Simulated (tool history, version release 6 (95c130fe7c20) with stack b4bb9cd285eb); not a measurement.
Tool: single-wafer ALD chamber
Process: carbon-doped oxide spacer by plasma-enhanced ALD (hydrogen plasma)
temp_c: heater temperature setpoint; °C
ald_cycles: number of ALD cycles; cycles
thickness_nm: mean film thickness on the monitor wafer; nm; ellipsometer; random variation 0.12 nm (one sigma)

| run | hour | temp_c | ald_cycles | thickness_nm |
|---|---|---|---|---|
| 1 | 0 | 410 | 603 | 33.14 |
| 2 | 3.1 | 405 | 603 | 33.546 |
| 3 | 7.6 | 405 | 673 | 37.791 |
| 4 | 9.6 | 405 | 602 | 33.47 |
| 5 | 15.3 | 405 | 551 | 30.591 |
| 6 | 18.6 | 405 | 634 | 35.448 |

Run 7 comes next. What will it give?
| 7 | 25.4 | 407 | 592 | ? |

{"run 7": {"thickness_nm": 32.706}}

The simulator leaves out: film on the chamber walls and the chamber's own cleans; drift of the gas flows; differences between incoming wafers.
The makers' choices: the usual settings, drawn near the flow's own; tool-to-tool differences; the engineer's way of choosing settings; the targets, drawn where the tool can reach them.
